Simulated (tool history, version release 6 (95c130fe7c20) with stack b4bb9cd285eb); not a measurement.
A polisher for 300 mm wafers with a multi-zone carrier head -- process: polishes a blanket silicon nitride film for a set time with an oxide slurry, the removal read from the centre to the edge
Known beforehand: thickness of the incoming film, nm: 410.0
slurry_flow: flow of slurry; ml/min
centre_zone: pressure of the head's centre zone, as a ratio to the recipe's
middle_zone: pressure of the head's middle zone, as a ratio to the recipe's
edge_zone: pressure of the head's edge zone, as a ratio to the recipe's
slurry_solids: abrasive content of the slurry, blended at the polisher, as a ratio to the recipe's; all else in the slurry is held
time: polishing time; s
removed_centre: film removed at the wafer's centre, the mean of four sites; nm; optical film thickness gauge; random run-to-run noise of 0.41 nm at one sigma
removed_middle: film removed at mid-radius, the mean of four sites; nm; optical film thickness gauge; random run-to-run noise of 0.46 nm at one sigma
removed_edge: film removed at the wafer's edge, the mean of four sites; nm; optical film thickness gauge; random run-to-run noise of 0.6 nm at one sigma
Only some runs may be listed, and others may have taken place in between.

run,hour,slurry_flow,centre_zone,middle_zone,edge_zone,slurry_solids,time,removed_centre,removed_middle,removed_edge
1,0,160,1,1,1,1,73,48.071,49.576,50.209
2,8.2,140,1,1,1,1,73,46.797,48.781,49.56
3,11.4,140,1,1,1,1.15,73,50.85,51.411,52.434
4,12.9,140,1,1,1,1.15,80,55.318,57.604,58.082
5,13.9,120,1,1,1,1.15,80,52.7,55.536,55.882
6,16.8,120,1,1,1,1.15,63,41.429,43.665,43.341
7,20.5,135,0.98,1.03,1.02,1.2,63,43.058,46.733,46.061
8,28.6,150,0.97,1.05,1.04,1.2,63,44.047,48.075,47.825
9,36.8,160,0.95,1.07,1.05,1.25,63,44.528,51.382,49.921

Estimate the outcome of run 10 from the log above:
10,43.4,170,0.95,1.09,1.06,1.25,63,?,?,?

removed_centre: 44.957 nm
removed_middle: 52.293 nm
removed_edge: 50.039 nm
